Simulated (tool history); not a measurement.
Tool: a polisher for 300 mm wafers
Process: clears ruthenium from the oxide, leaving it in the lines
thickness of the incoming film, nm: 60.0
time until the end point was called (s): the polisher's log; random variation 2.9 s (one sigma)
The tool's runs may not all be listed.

run  hour  flow of slurry (ml/min)  pressure of the wafer on the pad (psi)  speed of the pad under the wafer (m/s)  overpolish time after the end point (s)  time until the end point was called (s)
  1   0.0                      125                                     1.4                                    0.78                                        5                                  110.300
  2   6.8                      125                                     1.3                                    0.78                                        5                                  117.990
  3  15.2                      140                                     1.3                                    0.78                                        5                                  111.740
  4  16.0                      140                                     1.3                                    0.94                                        5                                   97.858
  5  20.9                      140                                     1.2                                    0.94                                        5                                   99.596
  6  22.1                      140                                     1.2                                    0.94                                        5                                   99.532
  7  25.7                      140                                     1.1                                    0.92                                        5                                  108.040
  8  32.8                      140                                     1.0                                    0.90                                        5                                  116.050
  9  41.8                      140                                     0.9                                    0.88                                        5                                  125.350

Run 10 comes next. What will it give?
 10  50.4                      135                                     0.7                                    0.84                                        5                                        ?

{"run 10": {"time until the end point was called (s)": 145.74}}
